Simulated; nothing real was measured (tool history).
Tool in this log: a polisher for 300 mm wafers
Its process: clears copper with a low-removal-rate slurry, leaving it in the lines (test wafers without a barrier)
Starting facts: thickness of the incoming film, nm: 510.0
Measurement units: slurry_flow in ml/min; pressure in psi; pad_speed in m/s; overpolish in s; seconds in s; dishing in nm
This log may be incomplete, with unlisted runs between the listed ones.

run 1 hour=0 | slurry_flow=265 pressure=3.9 pad_speed=0.98 slurry_solids=1 overpolish=13 | seconds=154.79 dishing=24.723
run 2 hour=7.7 | slurry_flow=265 pressure=4.4 pad_speed=0.98 slurry_solids=1 overpolish=13 | seconds=136.85 dishing=27.092
run 3 hour=16.6 | slurry_flow=265 pressure=4.8 pad_speed=0.98 slurry_solids=1 overpolish=13 | seconds=126.1 dishing=27.957
run 4 hour=21.6 | slurry_flow=330 pressure=4.8 pad_speed=0.98 slurry_solids=1 overpolish=13 | seconds=124.38 dishing=27.843
run 5 hour=24.5 | slurry_flow=330 pressure=4.4 pad_speed=0.98 slurry_solids=1 overpolish=13 | seconds=134.54 dishing=26.793
run 6 hour=33.4 | slurry_flow=330 pressure=4.4 pad_speed=0.98 slurry_solids=1 overpolish=9 | seconds=133.28 dishing=21.476

Expected results for the next run?
run 7 hour=36.6 | slurry_flow=330 pressure=5.5 pad_speed=1 slurry_solids=1 overpolish=14 | seconds=? dishing=?

Run 7 produced seconds 105.86 s, dishing 32.456 nm.

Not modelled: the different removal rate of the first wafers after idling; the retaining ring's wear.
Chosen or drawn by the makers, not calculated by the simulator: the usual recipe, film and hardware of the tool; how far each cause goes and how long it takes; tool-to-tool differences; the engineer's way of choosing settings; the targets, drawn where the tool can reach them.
